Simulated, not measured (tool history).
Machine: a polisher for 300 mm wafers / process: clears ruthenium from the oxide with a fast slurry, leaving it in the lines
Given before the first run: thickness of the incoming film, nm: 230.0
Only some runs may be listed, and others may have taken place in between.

| run | hour | flow of slurry (ml/min) | pressure of the wafer on the pad (psi) | speed of the pad under the wafer (m/s) | abrasive content of the slurry | overpolish time after the end point (s) | time until the end point was called (s) | dishing of a wide line in a test structure (angstrom) |
|---|---|---|---|---|---|---|---|---|
| 1 | 0 | 265 | 2.9 | 1.12 | 1 | 30 | 45.566 | 806.52 |
| 2 | 0.7 | 265 | 2.9 | 1.12 | 1 | 42 | 46.419 | 891.77 |
| 3 | 1.6 | 240 | 2.9 | 1.12 | 1 | 42 | 46.442 | 930.25 |
| 4 | 3.3 | 250 | 2.8 | 1.08 | 1 | 39 | 50.038 | 881.22 |
| 5 | 5.7 | 265 | 2.7 | 1.06 | 0.95 | 36 | 53.404 | 825.85 |
| 6 | 7.8 | 265 | 2.7 | 0.84 | 0.95 | 36 | 66.449 | 713.27 |

Estimate the outcome of run 7 from the log above:
| 7 | 13.8 | 265 | 2.7 | 0.84 | 0.95 | 36 | ? | ? |

time until the end point was called (s): 66.588
dishing of a wide line in a test structure (angstrom): 727.75

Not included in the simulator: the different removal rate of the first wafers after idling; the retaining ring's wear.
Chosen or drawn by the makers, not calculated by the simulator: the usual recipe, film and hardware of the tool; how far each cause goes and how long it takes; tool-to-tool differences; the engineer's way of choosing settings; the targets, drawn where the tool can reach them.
